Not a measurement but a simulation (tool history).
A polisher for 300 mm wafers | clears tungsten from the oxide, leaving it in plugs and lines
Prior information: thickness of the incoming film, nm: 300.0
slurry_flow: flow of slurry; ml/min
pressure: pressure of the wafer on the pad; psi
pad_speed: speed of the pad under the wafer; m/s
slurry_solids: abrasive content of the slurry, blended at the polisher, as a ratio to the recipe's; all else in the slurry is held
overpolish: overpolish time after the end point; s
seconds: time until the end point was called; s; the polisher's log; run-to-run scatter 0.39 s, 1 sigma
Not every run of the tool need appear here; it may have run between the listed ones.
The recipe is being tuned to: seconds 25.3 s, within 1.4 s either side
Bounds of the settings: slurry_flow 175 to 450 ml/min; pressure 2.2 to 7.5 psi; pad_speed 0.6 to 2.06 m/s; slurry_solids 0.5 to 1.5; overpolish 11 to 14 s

{"run": 1, "hour": 0.0, "slurry_flow": 290, "pressure": 4.8, "pad_speed": 1.32, "slurry_solids": 1, "overpolish": 14, "seconds": 31.613}
{"run": 2, "hour": 3.8, "slurry_flow": 290, "pressure": 5, "pad_speed": 1.32, "slurry_solids": 1, "overpolish": 14, "seconds": 30.937}
{"run": 3, "hour": 9.8, "slurry_flow": 290, "pressure": 5.2, "pad_speed": 1.32, "slurry_solids": 1, "overpolish": 14, "seconds": 30.426}
{"run": 4, "hour": 15.9, "slurry_flow": 290, "pressure": 5.4, "pad_speed": 1.32, "slurry_solids": 1, "overpolish": 14, "seconds": 29.57}
{"run": 5, "hour": 21.4, "slurry_flow": 290, "pressure": 5, "pad_speed": 1.32, "slurry_solids": 1, "overpolish": 14, "seconds": 31.158}
{"run": 6, "hour": 23.0, "slurry_flow": 330, "pressure": 5, "pad_speed": 1.32, "slurry_solids": 1, "overpolish": 14, "seconds": 30.801}
{"run": 7, "hour": 29.0, "slurry_flow": 330, "pressure": 5.2, "pad_speed": 1.32, "slurry_solids": 1, "overpolish": 14, "seconds": 29.781}
{"run": 8, "hour": 30.6, "slurry_flow": 330, "pressure": 5.3, "pad_speed": 1.32, "slurry_solids": 1, "overpolish": 14, "seconds": 29.866}
{"run": 9, "hour": 35.9, "slurry_flow": 330, "pressure": 5.5, "pad_speed": 1.32, "slurry_solids": 1, "overpolish": 14, "seconds": 28.965}
{"run": 10, "hour": 39.3, "slurry_flow": 330, "pressure": 5.6, "pad_speed": 1.32, "slurry_solids": 1, "overpolish": 14, "seconds": 28.722}
{"run": 11, "hour": 43.7, "slurry_flow": 330, "pressure": 5.7, "pad_speed": 1.32, "slurry_solids": 1, "overpolish": 14, "seconds": 29.017}
{"run": 12, "hour": 50.1, "slurry_flow": 330, "pressure": 5.8, "pad_speed": 1.34, "slurry_solids": 1, "overpolish": 14, "seconds": 27.168}
{"run": 13, "hour": 57.0, "slurry_flow": 330, "pressure": 5.9, "pad_speed": 1.34, "slurry_solids": 1, "overpolish": 14, "seconds": 26.396}

Below are 5 possible settings for the next run. Only one of them brings all results inside the allowed miss of their targets. Which is it?
{"run": "A", "hour": 63.9, "slurry_flow": 175, "pressure": 5.9, "pad_speed": 1.32, "slurry_solids": 1, "overpolish": 14, "seconds": "?"}
{"run": "B", "hour": 63.9, "slurry_flow": 390, "pressure": 7.5, "pad_speed": 1.34, "slurry_solids": 0.95, "overpolish": 11, "seconds": "?"}
{"run": "C", "hour": 63.9, "slurry_flow": 315, "pressure": 5.5, "pad_speed": 1.1, "slurry_solids": 1.3, "overpolish": 11, "seconds": "?"}
{"run": "D", "hour": 63.9, "slurry_flow": 340, "pressure": 6, "pad_speed": 1.28, "slurry_solids": 0.95, "overpolish": 11, "seconds": "?"}
{"run": "E", "hour": 63.9, "slurry_flow": 375, "pressure": 6.7, "pad_speed": 1.3, "slurry_solids": 0.95, "overpolish": 14, "seconds": "?"}

move=A seconds=29.412
move=B seconds=22.554
move=C seconds=31.656
move=D seconds=28.355
move=E seconds=25.455
A: further off than the last run
B: carries the result that was furthest off beyond its target, to the other side
C: further off than the last run
D: further off than the last run
E: all results in spec
The right move is E.
